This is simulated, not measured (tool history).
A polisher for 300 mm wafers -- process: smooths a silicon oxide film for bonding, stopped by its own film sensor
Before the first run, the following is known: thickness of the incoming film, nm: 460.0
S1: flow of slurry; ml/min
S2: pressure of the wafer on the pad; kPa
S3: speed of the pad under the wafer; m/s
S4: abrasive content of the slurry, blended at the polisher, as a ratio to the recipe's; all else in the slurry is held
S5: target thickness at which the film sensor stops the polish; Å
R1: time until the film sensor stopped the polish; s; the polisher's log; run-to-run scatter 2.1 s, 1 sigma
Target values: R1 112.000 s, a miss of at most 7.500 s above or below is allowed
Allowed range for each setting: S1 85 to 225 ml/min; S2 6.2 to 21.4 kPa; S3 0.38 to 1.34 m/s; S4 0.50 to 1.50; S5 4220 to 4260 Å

{"run": 1, "hour": 0.0, "S1": 145, "S2": 13.8, "S3": 0.86, "S4": 1.0, "S5": 4220, "R1": 65.297}
{"run": 2, "hour": 8.2, "S1": 145, "S2": 13.8, "S3": 0.86, "S4": 1.2, "S5": 4220, "R1": 62.484}
{"run": 3, "hour": 15.4, "S1": 145, "S2": 12.4, "S3": 0.84, "S4": 1.2, "S5": 4220, "R1": 70.804}
{"run": 4, "hour": 15.9, "S1": 145, "S2": 12.4, "S3": 0.84, "S4": 1.2, "S5": 4260, "R1": 60.343}
{"run": 5, "hour": 24.1, "S1": 145, "S2": 12.4, "S3": 0.84, "S4": 1.3, "S5": 4260, "R1": 57.219}
{"run": 6, "hour": 26.7, "S1": 145, "S2": 11.0, "S3": 0.78, "S4": 1.3, "S5": 4260, "R1": 69.543}
{"run": 7, "hour": 27.3, "S1": 145, "S2": 10.3, "S3": 0.76, "S4": 1.3, "S5": 4260, "R1": 73.774}
{"run": 8, "hour": 30.9, "S1": 145, "S2": 9.7, "S3": 0.74, "S4": 1.3, "S5": 4260, "R1": 77.53}
{"run": 9, "hour": 39.4, "S1": 145, "S2": 9.0, "S3": 0.72, "S4": 1.3, "S5": 4260, "R1": 90.72}
{"run": 10, "hour": 44.3, "S1": 145, "S2": 8.3, "S3": 0.72, "S4": 1.3, "S5": 4260, "R1": 94.614}
{"run": 11, "hour": 53.0, "S1": 145, "S2": 7.6, "S3": 0.72, "S4": 1.3, "S5": 4260, "R1": 100.62}

Next run, 5 choices. One meets every target within its allowed miss, the rest don't. Which?
{"run": "A", "hour": 61.7, "S1": 150, "S2": 6.9, "S3": 0.9, "S4": 1.25, "S5": 4260, "R1": "?"}
{"run": "B", "hour": 61.7, "S1": 105, "S2": 11.0, "S3": 0.54, "S4": 1.4, "S5": 4220, "R1": "?"}
{"run": "C", "hour": 61.7, "S1": 155, "S2": 9.0, "S3": 0.72, "S4": 1.2, "S5": 4260, "R1": "?"}
{"run": "D", "hour": 61.7, "S1": 110, "S2": 10.3, "S3": 0.7, "S4": 1.4, "S5": 4230, "R1": "?"}
{"run": "E", "hour": 61.7, "S1": 150, "S2": 6.2, "S3": 0.92, "S4": 1.45, "S5": 4260, "R1": "?"}

move=A R1=91.576
move=B R1=110.250
move=C R1=89.823
move=D R1=91.169
move=E R1=92.687
A: moves away from the targets compared with the last run
B: meets every target
C: moves away from the targets compared with the last run
D: moves away from the targets compared with the last run
E: moves away from the targets compared with the last run
Answer: B

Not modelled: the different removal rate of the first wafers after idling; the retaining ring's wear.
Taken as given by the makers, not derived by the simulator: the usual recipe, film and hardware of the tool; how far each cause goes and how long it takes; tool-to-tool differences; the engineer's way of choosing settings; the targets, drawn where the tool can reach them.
